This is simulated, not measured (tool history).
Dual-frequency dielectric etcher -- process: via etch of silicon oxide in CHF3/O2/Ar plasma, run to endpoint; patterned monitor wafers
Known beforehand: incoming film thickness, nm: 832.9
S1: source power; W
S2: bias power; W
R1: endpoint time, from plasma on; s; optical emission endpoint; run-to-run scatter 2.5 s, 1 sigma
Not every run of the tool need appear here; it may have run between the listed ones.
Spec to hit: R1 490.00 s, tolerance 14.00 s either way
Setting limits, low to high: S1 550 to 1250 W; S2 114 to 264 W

run,hour,S1,S2,R1
1,0.0,900,189,387.34
2,8.2,850,181,402.33
3,11.8,1000,181,382.98
4,19.8,1110,181,369.39
5,21.5,1110,202,356.43
6,27.2,1040,202,358.74
7,34.7,990,189,378.03
8,36.0,940,177,396.58
9,44.8,900,169,408.84
10,51.7,860,162,419.58
11,56.0,830,156,431.57
12,61.9,800,152,442.48
13,64.8,780,149,445.96
# hour 73.9: bias power generator calibrated
14,73.9,600,127,517.93
15,76.3,610,128,512.89
16,79.9,620,129,509.60

Of the 4 settings listed for the next run, only one would bring every result within its allowed miss of target. Which one?
A,83.5,680,132,?
B,83.5,720,145,?
C,83.5,580,131,?
D,83.5,820,139,?

move,R1
A,488.95
B,460.50
C,514.51
D,450.70
A: each result inside its tolerance
B: the result that was furthest off in the last run now lies on the other side of its target
C: lands further from the targets than the last run did
D: the result that was furthest off in the last run now lies on the other side of its target
The right move is A.
